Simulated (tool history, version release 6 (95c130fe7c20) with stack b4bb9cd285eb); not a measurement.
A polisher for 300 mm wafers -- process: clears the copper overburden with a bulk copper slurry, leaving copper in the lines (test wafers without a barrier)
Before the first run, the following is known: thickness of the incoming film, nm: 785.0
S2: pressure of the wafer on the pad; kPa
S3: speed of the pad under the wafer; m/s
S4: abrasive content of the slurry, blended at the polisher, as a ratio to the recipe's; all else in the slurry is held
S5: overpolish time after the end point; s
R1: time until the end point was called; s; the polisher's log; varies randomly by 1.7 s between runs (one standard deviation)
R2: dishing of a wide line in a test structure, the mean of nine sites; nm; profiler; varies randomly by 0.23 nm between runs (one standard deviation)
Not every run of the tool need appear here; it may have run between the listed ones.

Run 1, hour 0: flow of slurry (ml/min) 230, S2 13.1 kPa, S3 1.38 m/s, S4 1, S5 9 s. Result: R1 87.566 s, R2 21.764 nm.
Run 2, hour 7.6: flow of slurry (ml/min) 230, S2 11 kPa, S3 1.38 m/s, S4 1, S5 9 s. Result: R1 102.86 s, R2 20.526 nm.
Run 3, hour 10.7: flow of slurry (ml/min) 230, S2 11 kPa, S3 1.38 m/s, S4 0.85, S5 9 s. Result: R1 107.27 s, R2 20.529 nm.
Run 4, hour 12.6: flow of slurry (ml/min) 230, S2 9.7 kPa, S3 1.32 m/s, S4 0.85, S5 7 s. Result: R1 125.19 s, R2 17.218 nm.
Run 5, hour 14.4: flow of slurry (ml/min) 230, S2 9.7 kPa, S3 1.32 m/s, S4 0.95, S5 7 s. Result: R1 121.41 s, R2 17.954 nm.
Run 6, hour 23.5: flow of slurry (ml/min) 230, S2 8.3 kPa, S3 1.26 m/s, S4 0.95, S5 7 s. Result: R1 144.53 s, R2 15.854 nm.
Run 7, hour 27: flow of slurry (ml/min) 225, S2 7.6 kPa, S3 1.24 m/s, S4 0.95, S5 8 s. Result: R1 158.87 s, R2 16.526 nm.
Run 8, hour 32.7: flow of slurry (ml/min) 220, S2 6.9 kPa, S3 1.24 m/s, S4 0.95, S5 8 s. Result: R1 176.17 s, R2 15.699 nm.
Run 9, hour 36: flow of slurry (ml/min) 215, S2 6.9 kPa, S3 1.24 m/s, S4 0.95, S5 8 s. Result: R1 173.37 s, R2 15.737 nm.
Run 10, hour 37.9: flow of slurry (ml/min) 215, S2 6.9 kPa, S3 1.24 m/s, S4 0.95, S5 8 s. Result: R1 175.06 s, R2 15.394 nm.
Run 11, hour 44.4: flow of slurry (ml/min) 210, S2 6.9 kPa, S3 1.24 m/s, S4 0.95, S5 8 s. Result: R1 172.99 s, R2 15.58 nm.
Run 12, hour 49.5: flow of slurry (ml/min) 205, S2 6.9 kPa, S3 1.24 m/s, S4 0.95, S5 8 s. Result: R1 171.99 s, R2 15.96 nm.
Run 13, hour 57.5: flow of slurry (ml/min) 205, S2 6.2 kPa, S3 1.24 m/s, S4 0.95, S5 8 s. Result: R1 192.35 s, R2 14.642 nm.
Run 14, hour 61.2: flow of slurry (ml/min) 210, S2 6.9 kPa, S3 1.24 m/s, S4 0.95, S5 9 s. Result: R1 177.52 s, R2 16.456 nm.
Run 15, hour 66.4: flow of slurry (ml/min) 200, S2 6.9 kPa, S3 1.24 m/s, S4 0.95, S5 9 s. Result: R1 174.51 s, R2 16.207 nm.

Expected results for the next run?
Run 16, hour 69.4: flow of slurry (ml/min) 200, S2 6.2 kPa, S3 1.24 m/s, S4 0.95, S5 8 s. Result: R1 ?, R2 ?.

{"run 16": {"R1": 189.24, "R2": 14.939}}

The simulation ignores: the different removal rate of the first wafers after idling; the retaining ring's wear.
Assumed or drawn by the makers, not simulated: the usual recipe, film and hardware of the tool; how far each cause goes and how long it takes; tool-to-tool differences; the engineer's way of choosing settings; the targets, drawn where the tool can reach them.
